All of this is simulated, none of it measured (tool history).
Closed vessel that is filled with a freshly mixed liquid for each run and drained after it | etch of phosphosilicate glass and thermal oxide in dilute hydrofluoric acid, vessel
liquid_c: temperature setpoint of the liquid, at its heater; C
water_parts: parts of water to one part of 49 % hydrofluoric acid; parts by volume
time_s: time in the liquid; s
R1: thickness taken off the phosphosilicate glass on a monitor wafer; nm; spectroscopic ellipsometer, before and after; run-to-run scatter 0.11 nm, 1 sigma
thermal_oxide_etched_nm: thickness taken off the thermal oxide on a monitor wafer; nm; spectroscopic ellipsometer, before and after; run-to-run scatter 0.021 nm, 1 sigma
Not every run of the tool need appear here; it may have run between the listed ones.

run 1 hour=0.0 | liquid_c=25.0 water_parts=270 time_s=80 | R1=27.779 thermal_oxide_etched_nm=1.13170
run 2 hour=3.3 | liquid_c=23.0 water_parts=290 time_s=80 | R1=23.200 thermal_oxide_etched_nm=1.03040
run 3 hour=4.2 | liquid_c=23.0 water_parts=315 time_s=80 | R1=20.824 thermal_oxide_etched_nm=0.91426
run 4 hour=10.6 | liquid_c=23.0 water_parts=315 time_s=110 | R1=28.934 thermal_oxide_etched_nm=1.19650
run 5 hour=11.4 | liquid_c=23.0 water_parts=390 time_s=110 | R1=21.489 thermal_oxide_etched_nm=0.89573
run 6 hour=18.7 | liquid_c=25.0 water_parts=390 time_s=110 | R1=23.216 thermal_oxide_etched_nm=0.97664
run 7 hour=22.6 | liquid_c=23.0 water_parts=400 time_s=110 | R1=20.879 thermal_oxide_etched_nm=0.95471
run 8 hour=26.2 | liquid_c=23.0 water_parts=420 time_s=110 | R1=19.670 thermal_oxide_etched_nm=0.83053

Run 9 is up next; what results do you expect?
run 9 hour=34.7 | liquid_c=21.5 water_parts=430 time_s=110 | R1=? thermal_oxide_etched_nm=?

{"run 9": {"R1": 18.02, "thermal_oxide_etched_nm": 0.83993}}
